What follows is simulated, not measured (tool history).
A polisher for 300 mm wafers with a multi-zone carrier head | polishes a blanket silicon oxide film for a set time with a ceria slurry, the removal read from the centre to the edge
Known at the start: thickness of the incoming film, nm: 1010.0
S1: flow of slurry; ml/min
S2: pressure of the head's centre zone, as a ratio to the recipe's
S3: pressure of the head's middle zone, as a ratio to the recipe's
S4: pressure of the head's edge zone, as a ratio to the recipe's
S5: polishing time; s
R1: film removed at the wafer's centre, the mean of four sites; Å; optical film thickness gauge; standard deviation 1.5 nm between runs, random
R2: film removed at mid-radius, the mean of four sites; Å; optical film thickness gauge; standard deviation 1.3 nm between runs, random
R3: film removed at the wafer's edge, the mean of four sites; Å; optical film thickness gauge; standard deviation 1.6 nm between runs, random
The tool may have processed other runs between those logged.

Run 1, hour 0: S1 180 ml/min, S2 1, S3 1, S4 1, S5 57 s. Result: R1 2063.9 Å, R2 1975.3 Å, R3 1929.9 Å.
Run 2, hour 6.3: S1 180 ml/min, S2 1.07, S3 1, S4 1, S5 57 s. Result: R1 2146.4 Å, R2 1980 Å, R3 1935.7 Å.
Run 3, hour 12.7: S1 175 ml/min, S2 1.04, S3 1, S4 1.01, S5 54 s. Result: R1 1999.8 Å, R2 1830.3 Å, R3 1835.3 Å.
Run 4, hour 20.7: S1 175 ml/min, S2 1, S3 1, S4 1.01, S5 54 s. Result: R1 1916.7 Å, R2 1863.3 Å, R3 1777.4 Å.
Run 5, hour 28.3: S1 175 ml/min, S2 0.97, S3 1, S4 1.01, S5 54 s. Result: R1 1909.1 Å, R2 1854.5 Å, R3 1829.2 Å.
Run 6, hour 36.5: S1 170 ml/min, S2 0.95, S3 1, S4 1.02, S5 51 s. Result: R1 1747.4 Å, R2 1727.8 Å, R3 1730.3 Å.
Run 7, hour 44.7: S1 165 ml/min, S2 0.93, S3 1, S4 1.02, S5 49 s. Result: R1 1675.2 Å, R2 1713.4 Å, R3 1627.6 Å.
Run 8, hour 51.6: S1 160 ml/min, S2 0.92, S3 0.99, S4 1.04, S5 47 s. Result: R1 1550.3 Å, R2 1599.3 Å, R3 1581.1 Å.
Run 9, hour 58.8: S1 155 ml/min, S2 0.91, S3 0.98, S4 1.04, S5 45 s. Result: R1 1462.4 Å, R2 1488 Å, R3 1506.2 Å.
Run 10, hour 61: S1 150 ml/min, S2 0.9, S3 0.98, S4 1.04, S5 44 s. Result: R1 1467.2 Å, R2 1461.6 Å, R3 1452.1 Å.
Run 11, hour 64.2: S1 150 ml/min, S2 0.89, S3 0.98, S4 1.05, S5 42 s. Result: R1 1361.4 Å, R2 1403.8 Å, R3 1374.8 Å.
Run 12, hour 67.9: S1 150 ml/min, S2 0.88, S3 0.98, S4 1.06, S5 41 s. Result: R1 1318.3 Å, R2 1352 Å, R3 1419.1 Å.
Run 13, hour 71.1: S1 145 ml/min, S2 0.87, S3 0.98, S4 1.06, S5 40 s. Result: R1 1278.6 Å, R2 1311.8 Å, R3 1347.9 Å.
Run 14, hour 72.7: S1 125 ml/min, S2 0.81, S3 0.97, S4 1.08, S5 34 s. Result: R1 1008.1 Å, R2 1077.2 Å, R3 1113.3 Å.

For run 15, what comes out?
Run 15, hour 76.1: S1 130 ml/min, S2 0.81, S3 0.97, S4 1.08, S5 34 s. Result: R1 ?, R2 ?, R3 ?.

{"run 15": {"R1": 1008.4, "R2": 1099.8, "R3": 1125.8}}
